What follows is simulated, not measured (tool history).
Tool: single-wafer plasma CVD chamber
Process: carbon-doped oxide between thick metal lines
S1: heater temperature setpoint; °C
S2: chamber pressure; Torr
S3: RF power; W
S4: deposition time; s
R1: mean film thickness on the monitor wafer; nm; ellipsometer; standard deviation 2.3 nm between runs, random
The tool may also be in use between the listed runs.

run  hour   S1    S2   S3   S4      R1
  1     0  335  5.47  400  205  1028.3
  2   6.6  335  5.47  365  205  933.68
  3  13.4  335  5.47  365  205   937.4
  4  15.7  325  5.47  365  205  965.07
  5  19.2  328  5.03  350  205   901.2
  6  23.9  322  5.03  350  205  919.91
  7  31.2  325  4.53  345  205  880.32
  8  36.2  328   4.2  345  205  860.81
  9  39.4  331  3.95  345  205  837.83
 10    45  333  3.81  345  205  828.85
 11  50.1  335   3.7  345  205  820.74
 12  53.7  336  3.61  345  205  813.74

The next listed run, before its measurement:
 13  56.7  336  3.61  345  205   ?

{"run 13": {"R1": 815.69}}
